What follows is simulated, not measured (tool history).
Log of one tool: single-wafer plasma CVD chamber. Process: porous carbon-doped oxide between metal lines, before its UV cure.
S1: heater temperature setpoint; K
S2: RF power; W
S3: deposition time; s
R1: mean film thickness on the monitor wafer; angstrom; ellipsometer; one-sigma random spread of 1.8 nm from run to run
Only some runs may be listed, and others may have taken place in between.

run	hour	S1	S2	S3	R1
1	0.0	558.15	565	41.8	2746.5
2	8.3	558.15	565	43.2	2844.0
3	15.0	555.15	570	43.2	2901.8
4	21.9	553.15	575	43.2	2975.7
5	27.1	562.15	575	43.2	2803.5
6	33.2	562.15	575	43.2	2795.7

Run 7 is up next; what results do you expect?
7	39.1	562.15	575	43.2	?

Logged for run 7: R1 2817.6 angstrom.
